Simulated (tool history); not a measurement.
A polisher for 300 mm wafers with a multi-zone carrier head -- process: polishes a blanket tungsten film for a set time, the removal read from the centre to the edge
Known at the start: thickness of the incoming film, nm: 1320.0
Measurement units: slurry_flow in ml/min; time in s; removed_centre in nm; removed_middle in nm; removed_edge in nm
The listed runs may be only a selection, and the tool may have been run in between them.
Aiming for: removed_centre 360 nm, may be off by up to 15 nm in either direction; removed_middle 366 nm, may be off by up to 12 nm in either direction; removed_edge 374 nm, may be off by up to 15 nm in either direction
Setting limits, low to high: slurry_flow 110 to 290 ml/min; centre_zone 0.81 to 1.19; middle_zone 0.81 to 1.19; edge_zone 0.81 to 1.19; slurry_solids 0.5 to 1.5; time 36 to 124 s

run	hour	slurry_flow	centre_zone	middle_zone	edge_zone	slurry_solids	time	removed_centre	removed_middle	removed_edge
1	0	185	1	1	1	1	79	468.35	469.07	465.13
2	5.8	185	1	1	1	1	89	530.7	519.89	522.22
3	12.6	165	1	1	1	1	89	510.36	504.03	519.47
4	16.8	165	1	1.05	1	1	89	522.73	532.16	511.81
5	21.4	165	1	1.05	1.06	1	89	516.83	542.03	529.84
6	29	165	0.98	1.02	1.02	0.85	84	460.34	469.07	463.23
7	35.4	160	0.95	1	0.99	0.75	83	415.74	441.39	435.5
8	37.5	155	0.95	0.97	0.96	0.65	83	395	403.4	406
# hour 42.4: edge zone pressure recalibrated
9	42.4	130	0.9	0.92	0.88	0.6	83	355.21	363.74	393.06

Which single option among these 4 for the next run brings every result within its allowed miss of target? Just one does.
A	47.3	110	0.85	0.92	0.93	0.65	86	?	?	?
B	47.3	170	0.92	1.02	0.85	0.6	77	?	?	?
C	47.3	175	0.97	1	0.96	0.55	76	?	?	?
D	47.3	170	0.81	0.87	0.95	0.85	75	?	?	?

move	removed_centre	removed_middle	removed_edge
A	338.32	370.3	426.8
B	354.29	385.74	380.58
C	359.81	365.24	387.28
D	339.14	367.26	436.24
A: moves away from the targets compared with the last run
B: the furthest-off result lands on target, but another misses its tolerance
C: meets every target
D: moves away from the targets compared with the last run
The right move is C.

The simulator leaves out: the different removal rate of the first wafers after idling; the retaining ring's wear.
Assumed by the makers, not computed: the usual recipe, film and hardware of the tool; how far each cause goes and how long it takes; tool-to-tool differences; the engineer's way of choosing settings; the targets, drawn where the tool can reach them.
